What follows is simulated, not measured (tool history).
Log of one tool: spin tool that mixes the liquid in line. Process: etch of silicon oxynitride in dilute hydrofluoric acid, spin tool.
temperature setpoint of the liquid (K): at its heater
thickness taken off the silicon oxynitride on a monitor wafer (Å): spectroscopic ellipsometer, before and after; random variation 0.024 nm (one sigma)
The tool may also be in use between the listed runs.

| run | hour | temperature setpoint of the liquid (K) | parts of water to one part of 49 % hydrofluoric acid (parts by volume) | time under the liquid (s) | thickness taken off the silicon oxynitride on a monitor wafer (Å) |
|---|---|---|---|---|---|
| 1 | 0.0 | 299.15 | 155 | 80 | 16.440 |
| 2 | 7.0 | 299.15 | 155 | 60 | 12.365 |
| 3 | 10.1 | 301.15 | 130 | 60 | 16.370 |
| 4 | 13.9 | 298.65 | 130 | 60 | 14.597 |
| 5 | 17.2 | 300.65 | 105 | 60 | 20.370 |
| 6 | 23.7 | 299.15 | 105 | 60 | 19.098 |
| 7 | 25.0 | 301.15 | 90 | 60 | 24.777 |
| 8 | 30.6 | 302.65 | 85 | 60 | 27.681 |

Forecast run 9:
| 9 | 37.7 | 303.65 | 85 | 60 | ? |

thickness taken off the silicon oxynitride on a monitor wafer (Å): 29.209
